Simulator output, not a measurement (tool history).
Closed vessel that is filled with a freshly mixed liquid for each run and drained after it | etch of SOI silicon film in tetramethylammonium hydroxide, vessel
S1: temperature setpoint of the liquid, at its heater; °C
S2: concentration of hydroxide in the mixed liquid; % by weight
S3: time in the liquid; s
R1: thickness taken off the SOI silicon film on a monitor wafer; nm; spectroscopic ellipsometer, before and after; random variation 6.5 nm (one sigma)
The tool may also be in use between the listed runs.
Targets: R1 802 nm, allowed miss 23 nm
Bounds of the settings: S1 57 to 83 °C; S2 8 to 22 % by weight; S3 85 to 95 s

{"run": 1, "hour": 0.0, "S1": 70, "S2": 15, "S3": 85, "R1": 530.96}
{"run": 2, "hour": 3.8, "S1": 70, "S2": 16.5, "S3": 85, "R1": 509.48}
{"run": 3, "hour": 7.1, "S1": 70, "S2": 16.5, "S3": 95, "R1": 572.37}
{"run": 4, "hour": 8.1, "S1": 71, "S2": 16.5, "S3": 95, "R1": 604}
{"run": 5, "hour": 10.0, "S1": 72, "S2": 16.5, "S3": 95, "R1": 648.12}
{"run": 6, "hour": 17.1, "S1": 73, "S2": 16.5, "S3": 95, "R1": 679.3}
{"run": 7, "hour": 19.2, "S1": 73.5, "S2": 16.5, "S3": 95, "R1": 704.83}
{"run": 8, "hour": 27.7, "S1": 74, "S2": 16.5, "S3": 95, "R1": 714.31}
{"run": 9, "hour": 29.3, "S1": 74.5, "S2": 16.5, "S3": 95, "R1": 741.47}
{"run": 10, "hour": 37.8, "S1": 75, "S2": 16.5, "S3": 95, "R1": 769.5}

4 next moves are on the table. One of them brings every result within its allowed miss. Which?
{"run": "A", "hour": 46.3, "S1": 76.5, "S2": 17.5, "S3": 85, "R1": "?"}
{"run": "B", "hour": 46.3, "S1": 75.5, "S2": 16, "S3": 90, "R1": "?"}
{"run": "C", "hour": 46.3, "S1": 78, "S2": 19, "S3": 90, "R1": "?"}
{"run": "D", "hour": 46.3, "S1": 76, "S2": 15, "S3": 95, "R1": "?"}

move=A R1=724.57
move=B R1=749.07
move=C R1=806.95
move=D R1=830.96
A: further off than the last run
B: further off than the last run
C: meets every target
D: takes the result that was furthest off past its target
The right move is C.
